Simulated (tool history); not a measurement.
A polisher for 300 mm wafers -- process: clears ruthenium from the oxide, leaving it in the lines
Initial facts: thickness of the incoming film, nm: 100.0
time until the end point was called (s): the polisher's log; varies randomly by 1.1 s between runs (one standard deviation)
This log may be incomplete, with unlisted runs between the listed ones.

| run | hour | flow of slurry (ml/min) | pressure of the wafer on the pad (kPa) | speed of the pad under the wafer (m/s) | overpolish time after the end point (s) | time until the end point was called (s) |
|---|---|---|---|---|---|---|
| 1 | 0 | 245 | 10.3 | 0.92 | 24 | 118.38 |
| 2 | 7.7 | 245 | 11 | 0.94 | 24 | 108.81 |
| 3 | 13.3 | 190 | 11 | 0.94 | 24 | 112.5 |
| 4 | 15.4 | 190 | 11.7 | 0.96 | 24 | 103.14 |
| 5 | 23.5 | 190 | 11.7 | 1.06 | 24 | 91.035 |
| 6 | 24 | 190 | 11.7 | 0.92 | 24 | 106.85 |
| 7 | 30 | 190 | 12.4 | 0.94 | 24 | 99.298 |
| 8 | 33.8 | 190 | 13.1 | 0.96 | 24 | 90.636 |
| 9 | 34.3 | 190 | 13.8 | 0.98 | 24 | 82.785 |
| 10 | 41.6 | 190 | 15.9 | 1.04 | 24 | 71.482 |
| 11 | 46.4 | 190 | 15.9 | 1.06 | 24 | 69.607 |

Run 12, settings as shown, results not yet in. Your forecast:
| 12 | 47.5 | 190 | 15.9 | 1.08 | 24 | ? |

For run 12 the tool returned time until the end point was called (s) 67.523.
